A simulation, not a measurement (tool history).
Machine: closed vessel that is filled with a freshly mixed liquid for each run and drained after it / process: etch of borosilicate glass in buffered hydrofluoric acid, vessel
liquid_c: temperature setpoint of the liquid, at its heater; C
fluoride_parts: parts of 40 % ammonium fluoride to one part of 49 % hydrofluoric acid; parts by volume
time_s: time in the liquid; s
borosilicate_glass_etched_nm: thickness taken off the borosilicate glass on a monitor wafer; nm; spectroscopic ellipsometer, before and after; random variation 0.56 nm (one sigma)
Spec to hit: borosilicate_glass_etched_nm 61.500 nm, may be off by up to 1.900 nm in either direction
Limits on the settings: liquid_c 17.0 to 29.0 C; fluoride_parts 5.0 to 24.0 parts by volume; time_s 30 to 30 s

run  hour  liquid_c  fluoride_parts  time_s  borosilicate_glass_etched_nm
  1   0.0      21.0            14.5      30                        22.247
  2   2.9      21.0            14.5      30                        22.158
  3   5.7      23.0            12.5      30                        28.736
  4   9.8      20.0            12.5      30                        24.547
  5  10.5      22.0            11.0      30                        30.786
  6  15.8      23.5            10.0      30                        36.729
  7  20.2      25.0             9.5      30                        40.739
  8  28.8      26.0             9.0      30                        44.837
  9  35.4      29.0             6.5      30                        72.362

5 next moves are on the table. One of them brings every result within its allowed miss. Which?
  A  42.0      29.0             5.0      30                             ?
  B  42.0      28.5             8.5      30                             ?
  C  42.0      28.0             7.5      30                             ?
  D  42.0      28.0             5.5      30                             ?
  E  42.0      29.0             5.5      30                             ?

move  borosilicate_glass_etched_nm
   A                        93.109
   B                        54.353
   C                        60.773
   D                        81.253
   E                        85.555
A: its largest miss is bigger than the last run's
B: carries the result that was furthest off beyond its target, to the other side
C: each result inside its tolerance
D: its largest miss is bigger than the last run's
E: its largest miss is bigger than the last run's
Correct choice: C, which meets every target
